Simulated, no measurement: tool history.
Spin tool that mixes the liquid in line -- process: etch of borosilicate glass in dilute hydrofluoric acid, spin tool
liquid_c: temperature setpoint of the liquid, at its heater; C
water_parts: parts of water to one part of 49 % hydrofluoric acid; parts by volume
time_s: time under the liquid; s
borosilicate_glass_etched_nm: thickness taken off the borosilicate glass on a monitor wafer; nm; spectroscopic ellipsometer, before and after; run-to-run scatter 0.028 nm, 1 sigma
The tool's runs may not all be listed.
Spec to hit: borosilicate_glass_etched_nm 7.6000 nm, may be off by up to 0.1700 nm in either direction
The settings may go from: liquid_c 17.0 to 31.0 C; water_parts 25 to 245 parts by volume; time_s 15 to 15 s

run 1 day=0.000 | liquid_c=23.0 water_parts=135 time_s=15 | borosilicate_glass_etched_nm=3.1704
run 2 day=0.196 | liquid_c=24.5 water_parts=125 time_s=15 | borosilicate_glass_etched_nm=3.6832
run 3 day=0.329 | liquid_c=24.5 water_parts=125 time_s=15 | borosilicate_glass_etched_nm=3.6758
run 4 day=0.367 | liquid_c=24.5 water_parts=145 time_s=15 | borosilicate_glass_etched_nm=3.0805
run 5 day=0.488 | liquid_c=24.5 water_parts=145 time_s=15 | borosilicate_glass_etched_nm=3.0727
run 6 day=0.842 | liquid_c=25.5 water_parts=130 time_s=15 | borosilicate_glass_etched_nm=3.6429
run 7 day=0.975 | liquid_c=26.5 water_parts=120 time_s=15 | borosilicate_glass_etched_nm=4.1692
run 8 day=1.150 | liquid_c=27.5 water_parts=110 time_s=15 | borosilicate_glass_etched_nm=4.7537
run 9 day=1.200 | liquid_c=28.0 water_parts=105 time_s=15 | borosilicate_glass_etched_nm=5.1249
run 10 day=1.317 | liquid_c=31.0 water_parts=70 time_s=15 | borosilicate_glass_etched_nm=9.0582
run 11 day=1.621 | liquid_c=28.0 water_parts=70 time_s=15 | borosilicate_glass_etched_nm=8.0487
run 12 day=1.946 | liquid_c=28.0 water_parts=70 time_s=15 | borosilicate_glass_etched_nm=8.0637
run 13 day=2.308 | liquid_c=27.5 water_parts=70 time_s=15 | borosilicate_glass_etched_nm=7.8925

Next run, 4 choices. One meets every target within its allowed miss, the rest don't. Which?
run A day=2.671 | liquid_c=22.5 water_parts=60 time_s=15 | borosilicate_glass_etched_nm=?
run B day=2.671 | liquid_c=29.0 water_parts=80 time_s=15 | borosilicate_glass_etched_nm=?
run C day=2.671 | liquid_c=27.5 water_parts=75 time_s=15 | borosilicate_glass_etched_nm=?
run D day=2.671 | liquid_c=24.0 water_parts=60 time_s=15 | borosilicate_glass_etched_nm=?

move=A borosilicate_glass_etched_nm=7.6455
move=B borosilicate_glass_etched_nm=7.2359
move=C borosilicate_glass_etched_nm=7.3330
move=D borosilicate_glass_etched_nm=8.1314
A: all results in spec
B: moves the result that the last run missed by most past its target, out the other side
C: moves the result that the last run missed by most past its target, out the other side
D: further off than the last run
The right move is A.
